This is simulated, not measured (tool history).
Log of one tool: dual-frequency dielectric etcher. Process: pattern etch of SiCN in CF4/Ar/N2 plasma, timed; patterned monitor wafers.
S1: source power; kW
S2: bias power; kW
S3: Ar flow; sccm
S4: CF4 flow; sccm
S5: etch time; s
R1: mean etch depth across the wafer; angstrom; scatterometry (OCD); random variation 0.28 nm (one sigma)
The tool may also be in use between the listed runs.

| run | hour | S1 | S2 | S3 | S4 | S5 | R1 |
|---|---|---|---|---|---|---|---|
| 1 | 0.0 | 0.460 | 0.091 | 82 | 73 | 70 | 726.97 |
| 2 | 7.8 | 0.460 | 0.091 | 71 | 73 | 70 | 736.48 |
| 3 | 12.6 | 0.460 | 0.091 | 80 | 73 | 70 | 726.63 |
| 4 | 21.3 | 0.460 | 0.091 | 80 | 66 | 70 | 712.21 |
| 5 | 29.1 | 0.440 | 0.090 | 80 | 66 | 70 | 682.30 |
| 6 | 36.2 | 0.420 | 0.090 | 80 | 66 | 70 | 645.02 |

Forecast run 7:
| 7 | 37.0 | 0.320 | 0.088 | 80 | 66 | 70 | ? |

R1: 478.38 angstrom

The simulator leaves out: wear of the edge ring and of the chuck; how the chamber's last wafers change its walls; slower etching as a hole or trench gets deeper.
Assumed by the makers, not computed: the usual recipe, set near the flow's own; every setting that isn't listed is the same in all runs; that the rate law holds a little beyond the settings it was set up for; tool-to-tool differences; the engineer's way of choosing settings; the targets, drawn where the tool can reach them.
